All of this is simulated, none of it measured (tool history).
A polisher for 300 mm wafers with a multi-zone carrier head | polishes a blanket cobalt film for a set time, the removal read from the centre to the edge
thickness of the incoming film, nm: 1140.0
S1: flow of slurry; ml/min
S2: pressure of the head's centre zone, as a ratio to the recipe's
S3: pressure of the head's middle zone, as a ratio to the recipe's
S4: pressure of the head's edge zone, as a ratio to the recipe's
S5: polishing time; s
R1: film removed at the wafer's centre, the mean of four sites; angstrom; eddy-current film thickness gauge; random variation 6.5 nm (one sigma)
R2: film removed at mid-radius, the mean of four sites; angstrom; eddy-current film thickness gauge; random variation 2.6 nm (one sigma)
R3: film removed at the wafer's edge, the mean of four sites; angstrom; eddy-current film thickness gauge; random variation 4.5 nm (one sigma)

{"run": 1, "hour": 0.0, "S1": 235, "S2": 1.0, "S3": 1.0, "S4": 1.0, "S5": 40, "R1": 3571.6, "R2": 3560.6, "R3": 3440.0}
{"run": 2, "hour": 1.2, "S1": 235, "S2": 1.0, "S3": 0.92, "S4": 1.0, "S5": 40, "R1": 3470.0, "R2": 3369.9, "R3": 3457.2}
{"run": 3, "hour": 9.0, "S1": 235, "S2": 1.0, "S3": 0.92, "S4": 1.0, "S5": 30, "R1": 2629.0, "R2": 2535.0, "R3": 2592.5}
{"run": 4, "hour": 15.9, "S1": 235, "S2": 1.07, "S3": 0.92, "S4": 1.0, "S5": 30, "R1": 2837.9, "R2": 2528.6, "R3": 2559.0}
{"run": 5, "hour": 24.8, "S1": 240, "S2": 1.06, "S3": 0.92, "S4": 1.03, "S5": 34, "R1": 3215.5, "R2": 2833.0, "R3": 3009.6}
{"run": 6, "hour": 30.2, "S1": 205, "S2": 1.06, "S3": 0.92, "S4": 1.03, "S5": 34, "R1": 3173.7, "R2": 2782.9, "R3": 2934.4}
{"run": 7, "hour": 39.1, "S1": 215, "S2": 1.06, "S3": 0.94, "S4": 1.06, "S5": 36, "R1": 3295.4, "R2": 3006.7, "R3": 3152.9}

The next listed run, before its measurement:
{"run": 8, "hour": 47.5, "S1": 225, "S2": 1.07, "S3": 0.95, "S4": 1.09, "S5": 38, "R1": "?", "R2": "?", "R3": "?"}

{"run 8": {"R1": 3600.2, "R2": 3259.4, "R3": 3404.7}}

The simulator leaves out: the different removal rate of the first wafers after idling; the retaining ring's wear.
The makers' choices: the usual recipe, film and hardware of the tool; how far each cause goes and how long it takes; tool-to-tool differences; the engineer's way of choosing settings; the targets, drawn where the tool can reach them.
